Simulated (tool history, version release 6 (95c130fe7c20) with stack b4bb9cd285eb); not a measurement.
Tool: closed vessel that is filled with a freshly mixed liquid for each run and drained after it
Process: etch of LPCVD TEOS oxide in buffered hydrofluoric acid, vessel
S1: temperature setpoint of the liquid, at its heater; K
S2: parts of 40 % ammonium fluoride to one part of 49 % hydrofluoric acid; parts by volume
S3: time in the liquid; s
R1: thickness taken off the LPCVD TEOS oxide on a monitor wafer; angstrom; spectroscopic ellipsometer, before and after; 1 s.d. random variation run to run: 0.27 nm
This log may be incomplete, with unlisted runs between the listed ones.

| run | day | S1 | S2 | S3 | R1 |
|---|---|---|---|---|---|
| 1 | 0.000 | 295.15 | 17.0 | 30 | 374.04 |
| 2 | 0.088 | 296.65 | 16.0 | 30 | 429.23 |
| 3 | 0.162 | 299.15 | 16.0 | 30 | 489.08 |
| 4 | 0.525 | 302.65 | 16.0 | 30 | 592.90 |
| 5 | 0.829 | 300.15 | 16.0 | 30 | 518.51 |
| 6 | 1.033 | 300.65 | 15.5 | 30 | 547.27 |
| 7 | 1.400 | 301.15 | 15.0 | 30 | 577.68 |
| 8 | 1.596 | 303.15 | 12.0 | 30 | 808.72 |
| 9 | 1.704 | 302.65 | 12.0 | 30 | 780.87 |

What does the tool deliver on the next run?
| 10 | 1.979 | 302.15 | 12.0 | 30 | ? |

R1: 765.52 angstrom

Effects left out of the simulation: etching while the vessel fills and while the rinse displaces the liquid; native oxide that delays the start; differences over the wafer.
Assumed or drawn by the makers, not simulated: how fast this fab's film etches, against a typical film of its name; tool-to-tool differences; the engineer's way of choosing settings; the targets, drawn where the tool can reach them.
